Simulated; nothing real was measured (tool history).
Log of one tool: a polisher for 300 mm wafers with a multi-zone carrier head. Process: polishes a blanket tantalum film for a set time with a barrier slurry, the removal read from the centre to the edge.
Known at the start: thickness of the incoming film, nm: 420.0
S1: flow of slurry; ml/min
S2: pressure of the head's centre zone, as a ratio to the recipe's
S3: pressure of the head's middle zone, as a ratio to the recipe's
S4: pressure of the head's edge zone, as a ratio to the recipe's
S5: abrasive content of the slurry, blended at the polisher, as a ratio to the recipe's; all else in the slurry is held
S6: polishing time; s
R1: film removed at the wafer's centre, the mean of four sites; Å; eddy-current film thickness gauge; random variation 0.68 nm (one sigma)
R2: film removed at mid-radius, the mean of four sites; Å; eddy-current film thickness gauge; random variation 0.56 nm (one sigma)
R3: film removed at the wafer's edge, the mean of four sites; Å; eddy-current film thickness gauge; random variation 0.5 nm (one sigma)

{"run": 1, "hour": 0.0, "S1": 165, "S2": 1.0, "S3": 1.0, "S4": 1.0, "S5": 1.0, "S6": 58, "R1": 650.22, "R2": 670.22, "R3": 660.93}
{"run": 2, "hour": 1.9, "S1": 165, "S2": 1.01, "S3": 0.99, "S4": 0.98, "S5": 0.95, "S6": 58, "R1": 659.71, "R2": 657.66, "R3": 645.31}
{"run": 3, "hour": 9.7, "S1": 165, "S2": 1.01, "S3": 0.98, "S4": 0.97, "S5": 0.9, "S6": 58, "R1": 643.17, "R2": 641.37, "R3": 633.55}
{"run": 4, "hour": 15.6, "S1": 165, "S2": 1.01, "S3": 0.98, "S4": 0.97, "S5": 0.9, "S6": 65, "R1": 732.8, "R2": 714.14, "R3": 711.7}
{"run": 5, "hour": 16.3, "S1": 165, "S2": 1.01, "S3": 0.94, "S4": 0.97, "S5": 0.9, "S6": 65, "R1": 744.83, "R2": 701.95, "R3": 715.8}
{"run": 6, "hour": 19.8, "S1": 165, "S2": 1.01, "S3": 0.94, "S4": 0.89, "S5": 0.9, "S6": 65, "R1": 720.6, "R2": 685.51, "R3": 684.94}
{"run": 7, "hour": 23.2, "S1": 165, "S2": 1.02, "S3": 0.94, "S4": 0.88, "S5": 0.85, "S6": 64, "R1": 713.99, "R2": 660.42, "R3": 645.01}
{"run": 8, "hour": 30.7, "S1": 135, "S2": 1.02, "S3": 0.88, "S4": 0.81, "S5": 0.6, "S6": 59, "R1": 558.12, "R2": 503.76, "R3": 509.96}

Run 9 comes next. What will it give?
{"run": 9, "hour": 33.5, "S1": 140, "S2": 1.03, "S3": 0.89, "S4": 0.81, "S5": 0.6, "S6": 59, "R1": "?", "R2": "?", "R3": "?"}

Run 9 gave R1 581.35 Å, R2 517.08 Å, R3 512.10 Å.

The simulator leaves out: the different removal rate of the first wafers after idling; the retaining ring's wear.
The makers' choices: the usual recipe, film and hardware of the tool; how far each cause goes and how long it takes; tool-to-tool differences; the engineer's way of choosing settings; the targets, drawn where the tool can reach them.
